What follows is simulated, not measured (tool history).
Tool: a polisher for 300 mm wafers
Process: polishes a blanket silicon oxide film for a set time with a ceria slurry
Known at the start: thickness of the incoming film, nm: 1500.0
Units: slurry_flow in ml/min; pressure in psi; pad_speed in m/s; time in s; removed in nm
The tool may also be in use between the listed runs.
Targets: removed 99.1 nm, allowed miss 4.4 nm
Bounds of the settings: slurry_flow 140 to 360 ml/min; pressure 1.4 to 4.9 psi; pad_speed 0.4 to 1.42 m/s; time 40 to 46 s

| run | hour | slurry_flow | pressure | pad_speed | time | removed |
|---|---|---|---|---|---|---|
| 1 | 0 | 230 | 3.1 | 0.9 | 46 | 209.19 |
| 2 | 7.5 | 230 | 3.1 | 0.9 | 40 | 183.89 |
| 3 | 13.8 | 230 | 3.5 | 0.9 | 40 | 206.08 |
| 4 | 20.3 | 250 | 3.5 | 0.9 | 40 | 212.3 |
| 5 | 24.1 | 250 | 3.5 | 0.68 | 40 | 157.5 |
| 6 | 29.8 | 250 | 4.3 | 0.68 | 40 | 196.72 |
| 7 | 35.5 | 250 | 4.3 | 0.68 | 40 | 196.36 |
| 8 | 42.5 | 250 | 3.7 | 0.66 | 40 | 159.71 |
| 9 | 44.2 | 250 | 2.8 | 0.62 | 40 | 117.4 |
| 10 | 50.2 | 250 | 2.7 | 0.62 | 40 | 112.31 |
| 11 | 56.5 | 250 | 2.6 | 0.62 | 40 | 108.36 |

4 next moves are on the table. One of them brings every result within its allowed miss. Which?
| A | 62.8 | 260 | 2.4 | 0.52 | 46 | ? |
| B | 62.8 | 245 | 2.6 | 0.52 | 40 | ? |
| C | 62.8 | 185 | 2.6 | 0.52 | 41 | ? |
| D | 62.8 | 245 | 3 | 0.5 | 44 | ? |

| move | removed |
|---|---|
| A | 95.914 |
| B | 89.498 |
| C | 88.378 |
| D | 108.93 |
A: meets every target
B: takes the result that was furthest off past its target
C: takes the result that was furthest off past its target
D: further off than the last run
Move A is the one to make.

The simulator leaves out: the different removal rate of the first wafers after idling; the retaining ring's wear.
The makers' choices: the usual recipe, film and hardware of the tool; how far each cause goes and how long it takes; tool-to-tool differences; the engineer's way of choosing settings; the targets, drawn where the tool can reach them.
